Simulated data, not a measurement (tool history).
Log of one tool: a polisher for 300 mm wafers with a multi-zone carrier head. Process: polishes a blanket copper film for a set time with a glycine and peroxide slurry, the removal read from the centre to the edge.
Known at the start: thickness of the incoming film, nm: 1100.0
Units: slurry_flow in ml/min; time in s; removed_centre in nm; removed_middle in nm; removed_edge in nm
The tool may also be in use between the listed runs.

run	hour	slurry_flow	centre_zone	middle_zone	edge_zone	time	removed_centre	removed_middle	removed_edge
1	0.0	235	1.00	1.00	1.00	48	402.53	391.00	396.65
2	5.7	210	1.00	1.00	1.00	48	395.60	393.62	391.26
3	10.0	210	1.08	1.00	1.00	48	427.38	389.06	385.41
4	16.8	220	1.09	1.01	1.03	49	445.45	398.86	404.56
5	22.1	220	1.09	1.01	0.99	49	445.78	400.04	410.69
6	28.4	225	1.11	1.04	0.99	50	459.56	410.38	408.99
7	32.0	255	1.15	1.08	1.09	59	579.53	504.81	524.37

Run 8 comes next. What will it give?
8	35.2	250	1.15	1.08	1.08	59	?	?	?

Run 8 gave removed_centre 575.75 nm, removed_middle 526.06 nm, removed_edge 514.95 nm.

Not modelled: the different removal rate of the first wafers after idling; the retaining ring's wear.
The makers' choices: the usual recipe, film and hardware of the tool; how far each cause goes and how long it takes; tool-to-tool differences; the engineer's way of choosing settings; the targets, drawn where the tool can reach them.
